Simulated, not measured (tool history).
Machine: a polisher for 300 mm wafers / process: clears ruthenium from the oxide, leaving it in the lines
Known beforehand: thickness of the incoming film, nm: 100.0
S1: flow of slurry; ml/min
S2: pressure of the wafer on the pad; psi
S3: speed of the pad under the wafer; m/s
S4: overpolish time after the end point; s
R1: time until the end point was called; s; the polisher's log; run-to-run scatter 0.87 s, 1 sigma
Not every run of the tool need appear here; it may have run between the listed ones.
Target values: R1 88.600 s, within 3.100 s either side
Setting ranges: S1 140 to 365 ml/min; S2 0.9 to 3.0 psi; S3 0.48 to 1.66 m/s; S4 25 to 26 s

| run | day | S1 | S2 | S3 | S4 | R1 |
|---|---|---|---|---|---|---|
| 1 | 0.000 | 235 | 1.9 | 1.06 | 25 | 74.091 |
| 2 | 0.171 | 235 | 2.3 | 1.06 | 25 | 60.917 |
| 3 | 0.200 | 235 | 2.3 | 1.06 | 25 | 60.002 |
| 4 | 0.254 | 235 | 2.1 | 1.06 | 25 | 65.642 |
| 5 | 0.550 | 235 | 1.9 | 1.06 | 25 | 72.599 |
| 6 | 0.675 | 235 | 1.9 | 1.06 | 25 | 73.784 |
| 7 | 0.696 | 235 | 1.8 | 1.06 | 25 | 77.466 |
| 8 | 0.808 | 235 | 1.7 | 1.06 | 25 | 83.236 |

Exactly one of the 5 candidate moves below puts every result within its allowed miss. Which one?
| A | 0.921 | 250 | 1.9 | 1.04 | 26 | ? |
| B | 0.921 | 225 | 1.6 | 1.12 | 26 | ? |
| C | 0.921 | 285 | 1.6 | 1.14 | 25 | ? |
| D | 0.921 | 295 | 1.6 | 1.14 | 25 | ? |
| E | 0.921 | 235 | 1.4 | 1.20 | 26 | ? |

| move | R1 |
|---|---|
| A | 73.728 |
| B | 82.077 |
| C | 78.525 |
| D | 78.261 |
| E | 86.791 |
A: its largest miss is bigger than the last run's
B: its largest miss is bigger than the last run's
C: its largest miss is bigger than the last run's
D: its largest miss is bigger than the last run's
E: every result lands within tolerance
So the answer is move E, the one that meets all the targets.

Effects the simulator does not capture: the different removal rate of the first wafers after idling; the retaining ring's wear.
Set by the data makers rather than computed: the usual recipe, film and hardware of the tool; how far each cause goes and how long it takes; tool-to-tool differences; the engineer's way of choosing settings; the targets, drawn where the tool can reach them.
